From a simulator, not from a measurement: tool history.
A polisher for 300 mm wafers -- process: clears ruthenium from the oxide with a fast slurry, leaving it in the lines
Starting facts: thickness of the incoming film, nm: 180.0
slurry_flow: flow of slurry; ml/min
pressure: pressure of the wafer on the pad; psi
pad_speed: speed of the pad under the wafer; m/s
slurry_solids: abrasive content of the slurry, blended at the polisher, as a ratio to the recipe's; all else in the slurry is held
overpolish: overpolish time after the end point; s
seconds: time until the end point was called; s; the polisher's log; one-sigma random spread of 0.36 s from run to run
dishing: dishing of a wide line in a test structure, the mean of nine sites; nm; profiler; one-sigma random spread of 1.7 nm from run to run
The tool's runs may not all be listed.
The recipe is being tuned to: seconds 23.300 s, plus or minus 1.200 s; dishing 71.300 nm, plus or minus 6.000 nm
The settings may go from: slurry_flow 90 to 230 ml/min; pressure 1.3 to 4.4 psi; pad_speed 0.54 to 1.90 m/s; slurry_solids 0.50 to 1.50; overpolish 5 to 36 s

| run | hour | slurry_flow | pressure | pad_speed | slurry_solids | overpolish | seconds | dishing |
|---|---|---|---|---|---|---|---|---|
| 1 | 0.0 | 150 | 2.8 | 1.22 | 1.00 | 18 | 31.654 | 60.235 |
| 2 | 7.3 | 150 | 3.0 | 1.22 | 1.00 | 18 | 30.492 | 62.293 |
| 3 | 8.7 | 150 | 3.4 | 1.22 | 1.00 | 18 | 26.346 | 64.894 |
| 4 | 10.0 | 150 | 3.5 | 1.22 | 1.00 | 18 | 25.468 | 67.646 |
| 5 | 18.9 | 120 | 3.5 | 1.22 | 1.00 | 18 | 26.161 | 63.852 |
| 6 | 25.8 | 120 | 3.5 | 1.22 | 0.95 | 18 | 26.577 | 62.510 |
| 7 | 29.3 | 120 | 3.6 | 1.22 | 0.95 | 18 | 25.853 | 65.461 |
| 8 | 37.3 | 120 | 3.7 | 1.22 | 0.95 | 18 | 24.662 | 68.553 |
| 9 | 45.5 | 120 | 3.8 | 1.22 | 0.95 | 18 | 24.734 | 65.521 |

Consider the 4 candidate settings below. Which is the only one whose results all fall within their allowed miss of target?
| A | 53.7 | 110 | 3.8 | 1.08 | 0.95 | 16 | ? | ? |
| B | 53.7 | 135 | 4.2 | 1.14 | 0.95 | 13 | ? | ? |
| C | 53.7 | 180 | 3.7 | 1.08 | 1.45 | 20 | ? | ? |
| D | 53.7 | 110 | 3.7 | 1.26 | 0.85 | 17 | ? | ? |

| move | seconds | dishing |
|---|---|---|
| A | 27.547 | 57.773 |
| B | 23.058 | 56.668 |
| C | 22.684 | 73.487 |
| D | 25.486 | 62.978 |
A: further off than the last run
B: meets the target for the result that was furthest off, but another lies outside its allowed miss
C: every result lands within tolerance
D: further off than the last run
C meets every target.
